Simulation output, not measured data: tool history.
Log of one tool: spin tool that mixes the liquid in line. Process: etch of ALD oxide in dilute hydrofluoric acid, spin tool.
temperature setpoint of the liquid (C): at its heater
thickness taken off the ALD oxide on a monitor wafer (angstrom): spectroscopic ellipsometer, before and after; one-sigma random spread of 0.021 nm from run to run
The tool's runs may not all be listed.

| run | hour | temperature setpoint of the liquid (C) | parts of water to one part of 49 % hydrofluoric acid (parts by volume) | time under the liquid (s) | thickness taken off the ALD oxide on a monitor wafer (angstrom) |
|---|---|---|---|---|---|
| 1 | 0 | 22 | 150 | 25 | 48.763 |
| 2 | 3.7 | 20.5 | 150 | 25 | 46.544 |
| 3 | 5.9 | 20.5 | 190 | 25 | 34.469 |
| 4 | 10.5 | 21.5 | 190 | 25 | 36.304 |
| 5 | 11.2 | 22 | 190 | 25 | 36.615 |
| 6 | 19.2 | 19.5 | 190 | 25 | 33.226 |
| 7 | 27.7 | 20.5 | 190 | 25 | 35.044 |
| 8 | 34.5 | 21 | 190 | 25 | 35.761 |

Expected results for the next run?
| 9 | 38.5 | 21.5 | 190 | 25 | ? |

{"run 9": {"thickness taken off the ALD oxide on a monitor wafer (angstrom)": 36.332}}
